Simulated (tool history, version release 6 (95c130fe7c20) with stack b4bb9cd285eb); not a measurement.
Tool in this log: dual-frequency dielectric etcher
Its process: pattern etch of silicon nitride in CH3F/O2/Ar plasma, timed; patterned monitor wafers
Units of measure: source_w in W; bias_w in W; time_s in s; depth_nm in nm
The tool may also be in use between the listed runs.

run 1 hour=0.0 | source_w=360 bias_w=56 time_s=41.5 | depth_nm=28.348
run 2 hour=7.1 | source_w=320 bias_w=50 time_s=41.5 | depth_nm=25.212
run 3 hour=13.9 | source_w=300 bias_w=49 time_s=41.5 | depth_nm=23.698
run 4 hour=22.4 | source_w=300 bias_w=49 time_s=41.5 | depth_nm=23.881
run 5 hour=28.3 | source_w=280 bias_w=49 time_s=41.5 | depth_nm=22.980
run 6 hour=35.5 | source_w=280 bias_w=49 time_s=43.0 | depth_nm=23.636
run 7 hour=39.3 | source_w=220 bias_w=41 time_s=42.5 | depth_nm=17.770
run 8 hour=44.2 | source_w=240 bias_w=41 time_s=42.5 | depth_nm=19.382

Forecast run 9:
run 9 hour=50.1 | source_w=250 bias_w=41 time_s=42.5 | depth_nm=?

depth_nm: 19.907 nm
